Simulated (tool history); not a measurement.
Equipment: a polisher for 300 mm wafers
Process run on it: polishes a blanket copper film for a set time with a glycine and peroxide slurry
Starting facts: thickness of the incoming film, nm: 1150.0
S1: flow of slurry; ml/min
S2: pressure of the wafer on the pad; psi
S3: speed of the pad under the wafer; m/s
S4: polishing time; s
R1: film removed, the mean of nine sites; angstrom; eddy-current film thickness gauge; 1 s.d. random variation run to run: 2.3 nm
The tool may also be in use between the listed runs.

run 1 hour=0.0 | S1=285 S2=3.4 S3=0.88 S4=38 | R1=2039.8
run 2 hour=7.4 | S1=285 S2=3.3 S3=0.88 S4=38 | R1=2026.4
run 3 hour=12.9 | S1=285 S2=3.3 S3=0.96 S4=38 | R1=2158.9
run 4 hour=16.4 | S1=285 S2=3.2 S3=0.96 S4=38 | R1=2142.8
run 5 hour=18.7 | S1=285 S2=3.1 S3=0.96 S4=38 | R1=2058.1
run 6 hour=23.1 | S1=285 S2=3.0 S3=0.96 S4=38 | R1=2010.0
run 7 hour=26.7 | S1=285 S2=2.9 S3=0.96 S4=38 | R1=1973.3
run 8 hour=30.1 | S1=285 S2=2.9 S3=0.96 S4=38 | R1=1944.3

Run 9 has not been measured yet. What should we expect?
run 9 hour=36.6 | S1=285 S2=2.8 S3=0.96 S4=38 | R1=?

R1: 1917.3 angstrom
